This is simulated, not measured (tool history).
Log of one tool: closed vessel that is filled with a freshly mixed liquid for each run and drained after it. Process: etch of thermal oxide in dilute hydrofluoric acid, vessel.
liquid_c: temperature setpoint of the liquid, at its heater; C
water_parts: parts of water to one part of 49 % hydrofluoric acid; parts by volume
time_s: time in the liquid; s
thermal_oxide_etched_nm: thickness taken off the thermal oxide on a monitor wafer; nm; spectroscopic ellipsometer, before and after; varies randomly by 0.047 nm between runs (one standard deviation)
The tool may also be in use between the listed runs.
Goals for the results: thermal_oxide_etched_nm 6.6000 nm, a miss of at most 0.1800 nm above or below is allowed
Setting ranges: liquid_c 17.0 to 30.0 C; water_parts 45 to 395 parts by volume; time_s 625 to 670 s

| run | hour | liquid_c | water_parts | time_s | thermal_oxide_etched_nm |
|---|---|---|---|---|---|
| 1 | 0.0 | 22.0 | 220 | 625 | 9.2314 |
| 2 | 3.9 | 22.0 | 170 | 625 | 12.8010 |
| 3 | 8.6 | 21.0 | 185 | 625 | 10.9510 |
| 4 | 15.9 | 19.0 | 185 | 625 | 10.2500 |
| 5 | 21.2 | 19.0 | 150 | 625 | 13.0400 |
| 6 | 21.8 | 22.0 | 150 | 625 | 14.7610 |
| 7 | 23.8 | 22.0 | 150 | 625 | 14.5970 |
| 8 | 25.1 | 18.0 | 240 | 625 | 7.1902 |
| 9 | 32.5 | 17.5 | 245 | 625 | 6.8830 |

Exercise: of the 4 proposed moves below, exactly one satisfies all targets within the stated allowed misses. Which move is it?
| A | 39.9 | 19.5 | 250 | 625 | ? |
| B | 39.9 | 17.0 | 235 | 640 | ? |
| C | 39.9 | 19.5 | 275 | 650 | ? |
| D | 39.9 | 17.5 | 250 | 650 | ? |

| move | thermal_oxide_etched_nm |
|---|---|
| A | 7.2284 |
| B | 7.2595 |
| C | 6.6737 |
| D | 6.9689 |
A: the biggest miss grows against the last run
B: the biggest miss grows against the last run
C: every result within its allowed miss
D: the biggest miss grows against the last run
Move C is the one to make.
